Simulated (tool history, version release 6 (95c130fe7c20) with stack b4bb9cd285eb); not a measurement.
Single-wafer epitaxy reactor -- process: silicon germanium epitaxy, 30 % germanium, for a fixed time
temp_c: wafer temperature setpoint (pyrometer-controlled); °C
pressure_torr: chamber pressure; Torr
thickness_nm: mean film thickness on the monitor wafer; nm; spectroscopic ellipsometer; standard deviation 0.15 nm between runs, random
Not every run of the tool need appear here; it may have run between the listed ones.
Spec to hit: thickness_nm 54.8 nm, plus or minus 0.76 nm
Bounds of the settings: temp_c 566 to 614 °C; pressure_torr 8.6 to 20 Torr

run	day	temp_c	pressure_torr	thickness_nm
1	0	590	14.3	43.55
2	0.046	582	14.3	36.759
3	0.096	582	12.6	35.549
4	0.279	587	12.6	39.502
5	0.6	587	10.8	38.194
6	0.725	592	10.8	42.43
7	0.883	595	10.8	45.205
8	0.938	597	10.8	47.169
9	1.15	599	10.8	49.035

4 candidate next runs follow, results not yet known. Just one meets every target within its allowed miss. Identify it.
A	1.362	605	10.3	?
B	1.362	601	12.4	?
C	1.362	600	11.9	?
D	1.362	604	9.7	?

move	thickness_nm
A	54.921
B	52.888
C	51.278
D	53.072
A: each result inside its tolerance
B: moves toward the targets from the last run without getting all of them in spec
C: moves toward the targets from the last run without getting all of them in spec
D: moves toward the targets from the last run without getting all of them in spec
A meets every target.
